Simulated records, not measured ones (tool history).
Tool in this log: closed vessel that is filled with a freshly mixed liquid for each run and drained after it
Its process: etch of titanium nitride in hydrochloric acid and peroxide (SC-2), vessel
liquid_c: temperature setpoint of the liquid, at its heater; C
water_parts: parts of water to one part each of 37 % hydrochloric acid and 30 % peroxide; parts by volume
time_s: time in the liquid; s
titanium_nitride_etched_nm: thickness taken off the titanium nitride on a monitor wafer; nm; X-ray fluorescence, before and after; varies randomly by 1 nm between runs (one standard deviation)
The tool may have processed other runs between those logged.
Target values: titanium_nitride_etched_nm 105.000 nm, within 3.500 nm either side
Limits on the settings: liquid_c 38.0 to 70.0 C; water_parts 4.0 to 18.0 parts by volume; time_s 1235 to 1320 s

run	hour	liquid_c	water_parts	time_s	titanium_nitride_etched_nm
1	0.0	54.0	10.0	1235	44.744
2	3.6	56.5	10.0	1235	52.915
3	6.1	56.5	13.0	1235	41.736
4	14.4	56.5	10.0	1235	51.689
5	19.3	59.0	10.0	1235	61.486
6	26.4	59.0	8.5	1235	69.621
7	31.8	60.0	8.5	1235	73.853
8	38.8	61.0	8.5	1235	79.180
9	46.2	62.0	8.5	1235	85.132
10	51.2	62.5	8.5	1235	86.980
11	52.9	63.0	8.5	1235	88.807

Of the 5 settings listed for the next run, only one would bring every result within its allowed miss of target. Which one?
A	54.6	67.5	11.0	1250	?
B	54.6	61.5	7.5	1320	?
C	54.6	61.5	9.5	1275	?
D	54.6	60.0	6.0	1320	?
E	54.6	65.5	11.5	1255	?

move	titanium_nitride_etched_nm
A	97.506
B	97.671
C	77.934
D	105.610
E	83.551
A: moves toward the targets from the last run without getting all of them in spec
B: moves toward the targets from the last run without getting all of them in spec
C: further off than the last run
D: hits every target within its allowed miss
E: further off than the last run
Correct choice: D, which meets every target

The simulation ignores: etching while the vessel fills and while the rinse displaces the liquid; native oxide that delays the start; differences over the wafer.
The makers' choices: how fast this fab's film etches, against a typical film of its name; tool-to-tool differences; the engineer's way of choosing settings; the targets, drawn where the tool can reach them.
